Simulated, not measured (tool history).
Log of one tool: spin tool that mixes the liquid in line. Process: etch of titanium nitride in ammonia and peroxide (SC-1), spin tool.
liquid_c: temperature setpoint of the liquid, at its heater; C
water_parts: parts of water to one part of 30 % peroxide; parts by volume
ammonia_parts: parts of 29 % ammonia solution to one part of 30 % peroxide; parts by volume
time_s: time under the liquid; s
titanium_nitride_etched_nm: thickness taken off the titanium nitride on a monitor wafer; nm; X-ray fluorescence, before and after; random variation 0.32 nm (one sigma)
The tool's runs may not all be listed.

Run 1, hour 0.0: liquid_c 49.0 C, water_parts 10.5 parts by volume, ammonia_parts 0.6 parts by volume, time_s 285 s. Result: titanium_nitride_etched_nm 24.098 nm.
Run 2, hour 4.2: liquid_c 49.0 C, water_parts 7.5 parts by volume, ammonia_parts 0.6 parts by volume, time_s 285 s. Result: titanium_nitride_etched_nm 28.358 nm.
Run 3, hour 10.7: liquid_c 50.5 C, water_parts 7.5 parts by volume, ammonia_parts 0.6 parts by volume, time_s 285 s. Result: titanium_nitride_etched_nm 31.683 nm.
Run 4, hour 16.8: liquid_c 44.0 C, water_parts 7.5 parts by volume, ammonia_parts 0.6 parts by volume, time_s 285 s. Result: titanium_nitride_etched_nm 20.119 nm.
Run 5, hour 24.8: liquid_c 48.5 C, water_parts 7.5 parts by volume, ammonia_parts 0.6 parts by volume, time_s 285 s. Result: titanium_nitride_etched_nm 27.191 nm.
Run 6, hour 32.1: liquid_c 50.0 C, water_parts 7.5 parts by volume, ammonia_parts 0.6 parts by volume, time_s 285 s. Result: titanium_nitride_etched_nm 30.111 nm.
Run 7, hour 37.4: liquid_c 51.0 C, water_parts 7.5 parts by volume, ammonia_parts 0.6 parts by volume, time_s 285 s. Result: titanium_nitride_etched_nm 32.413 nm.
Run 8, hour 38.8: liquid_c 52.0 C, water_parts 7.5 parts by volume, ammonia_parts 0.6 parts by volume, time_s 285 s. Result: titanium_nitride_etched_nm 35.014 nm.
Run 9, hour 43.5: liquid_c 52.5 C, water_parts 7.5 parts by volume, ammonia_parts 0.6 parts by volume, time_s 285 s. Result: titanium_nitride_etched_nm 36.289 nm.
Run 10, hour 45.6: liquid_c 52.5 C, water_parts 7.5 parts by volume, ammonia_parts 0.6 parts by volume, time_s 285 s. Result: titanium_nitride_etched_nm 35.594 nm.

Forecast run 11:
Run 11, hour 50.4: liquid_c 56.0 C, water_parts 7.5 parts by volume, ammonia_parts 0.6 parts by volume, time_s 285 s. Result: titanium_nitride_etched_nm ?.

titanium_nitride_etched_nm: 45.270 nm

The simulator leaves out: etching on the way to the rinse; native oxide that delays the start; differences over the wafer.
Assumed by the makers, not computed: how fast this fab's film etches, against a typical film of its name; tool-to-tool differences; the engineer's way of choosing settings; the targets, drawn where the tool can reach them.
